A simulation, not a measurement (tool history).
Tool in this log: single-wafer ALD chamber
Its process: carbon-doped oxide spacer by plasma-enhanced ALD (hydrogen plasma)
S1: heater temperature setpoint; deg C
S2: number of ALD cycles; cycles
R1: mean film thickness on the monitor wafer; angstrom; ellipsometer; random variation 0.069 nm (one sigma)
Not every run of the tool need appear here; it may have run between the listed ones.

run	day	S1	S2	R1
1	0	395	526	286.02
2	0.208	403	526	282.29
3	0.358	403	593	319.57
4	0.588	403	645	348.28
5	0.958	403	599	321.3
6	1.05	404	555	297.16

Estimate the outcome of run 7 from the log above:
7	1.142	404	523	?

R1: 280.68 angstrom

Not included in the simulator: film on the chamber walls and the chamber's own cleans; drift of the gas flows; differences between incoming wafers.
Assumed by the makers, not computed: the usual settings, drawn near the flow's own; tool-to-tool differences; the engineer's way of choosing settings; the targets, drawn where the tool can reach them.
